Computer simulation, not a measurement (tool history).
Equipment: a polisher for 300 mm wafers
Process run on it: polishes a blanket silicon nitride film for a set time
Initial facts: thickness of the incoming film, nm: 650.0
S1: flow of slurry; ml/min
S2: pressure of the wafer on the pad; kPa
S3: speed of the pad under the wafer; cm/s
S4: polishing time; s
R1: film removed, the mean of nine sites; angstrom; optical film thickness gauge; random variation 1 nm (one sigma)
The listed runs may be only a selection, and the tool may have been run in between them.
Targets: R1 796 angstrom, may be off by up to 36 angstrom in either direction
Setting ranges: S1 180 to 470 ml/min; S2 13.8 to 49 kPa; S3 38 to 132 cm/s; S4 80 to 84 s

run	day	S1	S2	S3	S4	R1
1	0	300	31	84	80	1573.6
2	0.042	300	34.5	84	80	1719
3	0.262	300	29	78	80	1421.8
4	0.304	295	24.8	72	80	1150.1
5	0.471	295	22.1	72	80	1001.3
6	0.792	295	22.1	72	80	1026.1
7	0.975	295	20	72	80	954.25
8	1.283	295	18.6	72	80	857.72
9	1.658	295	17.9	72	80	829.22

Next run, 5 choices. One meets every target within its allowed miss, the rest don't. Which?
A	2.033	270	20.7	66	82	?
B	2.033	280	17.9	72	83	?
C	2.033	325	22.1	58	83	?
D	2.033	330	15.9	88	80	?
E	2.033	285	15.2	80	82	?

move	R1
A	910.66
B	855.82
C	917.79
D	856
E	776.97
A: moves away from the targets compared with the last run
B: moves away from the targets compared with the last run
C: moves away from the targets compared with the last run
D: moves away from the targets compared with the last run
E: all results land within tolerance of their targets
So the answer is move E, the one that meets all the targets.
